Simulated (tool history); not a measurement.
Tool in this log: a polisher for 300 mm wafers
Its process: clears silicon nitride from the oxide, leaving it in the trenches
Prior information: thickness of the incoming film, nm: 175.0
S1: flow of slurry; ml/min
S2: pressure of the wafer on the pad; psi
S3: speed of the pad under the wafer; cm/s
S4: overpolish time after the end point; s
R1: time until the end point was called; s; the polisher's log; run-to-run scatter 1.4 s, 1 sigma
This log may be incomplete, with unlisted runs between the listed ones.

Run 1, hour 0.0: S1 125 ml/min, S2 3.2 psi, S3 118 cm/s, S4 6 s. Result: R1 168.26 s.
Run 2, hour 8.1: S1 130 ml/min, S2 3.5 psi, S3 120 cm/s, S4 6 s. Result: R1 151.81 s.
Run 3, hour 8.6: S1 130 ml/min, S2 3.2 psi, S3 120 cm/s, S4 6 s. Result: R1 164.16 s.
Run 4, hour 14.5: S1 130 ml/min, S2 3.2 psi, S3 120 cm/s, S4 5 s. Result: R1 158.84 s.
Run 5, hour 19.1: S1 135 ml/min, S2 3.5 psi, S3 122 cm/s, S4 5 s. Result: R1 142.93 s.
Run 6, hour 25.6: S1 135 ml/min, S2 3.5 psi, S3 122 cm/s, S4 5 s. Result: R1 144.28 s.
Run 7, hour 30.1: S1 140 ml/min, S2 3.7 psi, S3 122 cm/s, S4 5 s. Result: R1 141.38 s.
Run 8, hour 31.7: S1 140 ml/min, S2 4.0 psi, S3 124 cm/s, S4 5 s. Result: R1 123.18 s.

What does the tool deliver on the next run?
Run 9, hour 37.5: S1 140 ml/min, S2 4.2 psi, S3 124 cm/s, S4 5 s. Result: R1 ?.

Run 9 produced R1 120.46 s.
